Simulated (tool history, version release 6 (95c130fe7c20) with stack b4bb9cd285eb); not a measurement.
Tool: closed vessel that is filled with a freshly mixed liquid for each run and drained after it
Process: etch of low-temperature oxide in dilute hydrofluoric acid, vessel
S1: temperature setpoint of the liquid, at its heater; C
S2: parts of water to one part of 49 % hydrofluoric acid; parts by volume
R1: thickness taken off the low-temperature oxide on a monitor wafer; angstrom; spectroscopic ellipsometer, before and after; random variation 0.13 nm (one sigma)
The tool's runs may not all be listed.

{"run": 1, "day": 0.0, "S1": 24.0, "S2": 55, "time in the liquid (s)": 30, "R1": 86.797}
{"run": 2, "day": 0.208, "S1": 20.5, "S2": 55, "time in the liquid (s)": 30, "R1": 75.278}
{"run": 3, "day": 0.533, "S1": 23.5, "S2": 55, "time in the liquid (s)": 30, "R1": 86.66}
{"run": 4, "day": 0.7, "S1": 23.5, "S2": 55, "time in the liquid (s)": 30, "R1": 85.706}
{"run": 5, "day": 0.838, "S1": 25.0, "S2": 55, "time in the liquid (s)": 30, "R1": 90.707}
{"run": 6, "day": 1.096, "S1": 28.5, "S2": 55, "time in the liquid (s)": 30, "R1": 104.6}

Run 7 comes next. What will it give?
{"run": 7, "day": 1.442, "S1": 29.0, "S2": 55, "time in the liquid (s)": 30, "R1": "?"}

R1: 107.710 angstrom
